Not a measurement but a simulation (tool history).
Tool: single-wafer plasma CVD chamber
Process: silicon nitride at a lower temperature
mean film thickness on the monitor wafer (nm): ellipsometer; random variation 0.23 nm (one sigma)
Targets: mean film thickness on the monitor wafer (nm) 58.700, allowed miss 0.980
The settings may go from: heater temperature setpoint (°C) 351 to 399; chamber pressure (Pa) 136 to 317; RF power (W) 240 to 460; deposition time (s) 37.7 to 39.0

run,day,heater temperature setpoint (°C),chamber pressure (Pa),RF power (W),deposition time (s),mean film thickness on the monitor wafer (nm)
1,0.000,375,227,350,37.7,54.290
2,0.162,375,239,350,37.7,55.130
3,0.454,375,260,350,37.7,56.336
4,0.546,375,267,350,37.7,56.647
5,0.879,375,272,350,37.7,57.060
6,1.208,375,276,350,37.7,57.442
7,1.517,375,279,350,37.7,57.397
8,1.846,375,283,350,37.7,57.757
9,2.129,375,283,350,37.7,57.457

4 next moves are on the table. One of them brings every result within its allowed miss. Which?
A,2.412,377,263,360,38.0,?
B,2.412,381,313,325,39.0,?
C,2.412,380,304,340,37.7,?
D,2.412,386,280,345,38.0,?

move,mean film thickness on the monitor wafer (nm)
A,58.282
B,56.635
C,56.880
D,56.710
A: meets every target
B: further off than the last run
C: further off than the last run
D: further off than the last run
The right move is A.
